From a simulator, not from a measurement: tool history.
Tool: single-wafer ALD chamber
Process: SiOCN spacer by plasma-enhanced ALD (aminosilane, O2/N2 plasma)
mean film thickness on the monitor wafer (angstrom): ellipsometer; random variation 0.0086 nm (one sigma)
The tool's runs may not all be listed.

run  hour  heater temperature setpoint (deg C)  number of ALD cycles (cycles)  mean film thickness on the monitor wafer (angstrom)
  1   0.0                                  420                             49                                               26.264
  2   1.8                                  415                             50                                               27.304
  3   8.9                                  411                             51                                               28.362
  4  14.9                                  405                             51                                               28.980
  5  18.5                                  403                             51                                               29.077
  6  23.7                                  402                             51                                               29.108

The next listed run, before its measurement:
  7  25.4                                  401                             51                                                    ?

{"run 7": {"mean film thickness on the monitor wafer (angstrom)": 29.17}}
